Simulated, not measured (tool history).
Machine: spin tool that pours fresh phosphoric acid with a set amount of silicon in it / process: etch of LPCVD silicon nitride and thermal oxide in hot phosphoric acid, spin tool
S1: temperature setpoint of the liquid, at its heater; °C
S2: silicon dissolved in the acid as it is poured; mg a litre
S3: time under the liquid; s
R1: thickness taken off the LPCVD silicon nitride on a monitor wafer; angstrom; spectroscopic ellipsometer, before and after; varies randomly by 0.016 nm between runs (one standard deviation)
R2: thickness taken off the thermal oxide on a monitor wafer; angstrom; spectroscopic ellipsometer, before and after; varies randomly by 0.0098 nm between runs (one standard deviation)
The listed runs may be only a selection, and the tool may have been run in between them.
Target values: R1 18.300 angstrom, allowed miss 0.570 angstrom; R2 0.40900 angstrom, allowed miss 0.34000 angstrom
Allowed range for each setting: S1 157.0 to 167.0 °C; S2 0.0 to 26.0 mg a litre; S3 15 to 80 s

| run | hour | S1 | S2 | S3 | R1 | R2 |
|---|---|---|---|---|---|---|
| 1 | 0.0 | 162.0 | 11.5 | 40 | 40.313 | 1.12060 |
| 2 | 1.8 | 162.0 | 5.5 | 40 | 40.884 | 1.39710 |
| 3 | 5.7 | 162.0 | 10.5 | 40 | 40.309 | 1.19580 |
| 4 | 6.5 | 161.5 | 10.5 | 40 | 39.612 | 0.76483 |
| 5 | 9.9 | 161.5 | 10.5 | 30 | 29.837 | 0.81654 |
| 6 | 14.9 | 161.0 | 10.5 | 25 | 24.448 | 0.74755 |
| 7 | 16.1 | 161.0 | 10.5 | 25 | 24.491 | 0.74139 |
| 8 | 22.8 | 160.0 | 10.5 | 25 | 23.848 | 0.50378 |
| 9 | 24.6 | 159.5 | 8.0 | 15 | 13.885 | 0.45102 |
| 10 | 27.6 | 160.0 | 9.5 | 15 | 14.226 | 0.49711 |
| 11 | 28.1 | 160.5 | 12.5 | 15 | 14.395 | 0.35980 |

Below are 4 possible settings for the next run. Only one of them brings all results inside the allowed miss of their targets. Which is it?
| A | 28.6 | 159.0 | 19.0 | 25 | ? | ? |
| B | 28.6 | 158.0 | 16.0 | 25 | ? | ? |
| C | 28.6 | 165.0 | 2.5 | 20 | ? | ? |
| D | 28.6 | 159.0 | 12.5 | 20 | ? | ? |

| move | R1 | R2 |
|---|---|---|
| A | 23.101 | 0.46067 |
| B | 22.333 | 0.46318 |
| C | 22.565 | 0.83494 |
| D | 18.481 | 0.43508 |
A: pushes the last run's worst result past its target
B: pushes the last run's worst result past its target
C: pushes the last run's worst result past its target
D: every result lands within tolerance
Answer: D
